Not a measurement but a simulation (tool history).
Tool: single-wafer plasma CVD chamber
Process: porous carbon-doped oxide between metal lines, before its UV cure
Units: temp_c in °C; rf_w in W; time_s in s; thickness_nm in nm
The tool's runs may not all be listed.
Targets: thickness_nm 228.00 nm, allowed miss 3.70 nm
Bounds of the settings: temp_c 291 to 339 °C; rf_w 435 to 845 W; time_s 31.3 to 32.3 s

run,day,temp_c,rf_w,time_s,thickness_nm
1,0.000,315,640,31.3,181.06
2,0.204,315,720,31.3,193.52
3,0.492,315,720,31.3,193.35
4,0.846,320,720,31.3,187.72
5,0.896,312,735,31.3,199.47
6,1.238,312,645,31.3,184.16
7,1.371,306,685,31.4,198.81
# day 1.500: thermocouple changed; heater temperature recalibrated
8,1.500,302,705,31.4,214.44
9,1.633,300,705,31.4,216.84
10,1.879,298,705,31.4,220.03
11,2.062,297,705,31.4,221.46
12,2.254,296,705,31.4,223.69

5 next moves are on the table. One of them brings every result within its allowed miss. Which?
A,2.446,297,690,31.3,?
B,2.446,298,710,31.3,?
C,2.446,294,675,31.4,?
D,2.446,300,710,31.3,?
E,2.446,295,690,32.2,?

move,thickness_nm
A,218.26
B,220.44
C,220.57
D,217.53
E,227.38
A: further off than the last run
B: further off than the last run
C: further off than the last run
D: further off than the last run
E: meets every target
The right move is E.
